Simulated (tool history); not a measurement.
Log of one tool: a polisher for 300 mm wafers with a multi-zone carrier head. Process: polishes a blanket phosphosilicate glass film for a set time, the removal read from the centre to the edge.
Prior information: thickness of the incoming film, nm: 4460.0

run	hour	flow of slurry (ml/min)	pressure of the head's centre zone	pressure of the head's middle zone	pressure of the head's edge zone	abrasive content of the slurry	polishing time (s)	film removed at the wafer's centre (nm)	film removed at mid-radius (nm)	film removed at the wafer's edge (nm)
1	0	230	1	1	1	1	47	311.98	310.36	313.1
2	2.1	230	1	0.92	1	1	47	312.04	291.99	314.53
3	10.7	225	0.98	0.91	0.97	0.9	46	286.01	271.94	283.11
4	15.8	215	0.96	0.89	0.97	0.85	45	263.68	250.91	272.9
5	19.7	210	0.94	0.88	0.94	0.8	45	251.01	242.84	264.53
6	20.4	210	0.94	0.88	1	0.8	45	250.28	240.96	267.69
7	27.6	210	0.93	0.88	0.97	0.75	44	232.64	227.58	246.9
8	33.1	215	0.92	0.87	0.95	0.7	44	227.91	220.6	245.94
9	42	205	0.92	0.88	0.93	0.65	44	217.62	216.58	234.09

For run 10, what comes out?
10	50.7	200	0.92	0.88	0.91	0.6	44	?	?	?

film removed at the wafer's centre (nm): 208.8
film removed at mid-radius (nm): 206.83
film removed at the wafer's edge (nm): 223.61

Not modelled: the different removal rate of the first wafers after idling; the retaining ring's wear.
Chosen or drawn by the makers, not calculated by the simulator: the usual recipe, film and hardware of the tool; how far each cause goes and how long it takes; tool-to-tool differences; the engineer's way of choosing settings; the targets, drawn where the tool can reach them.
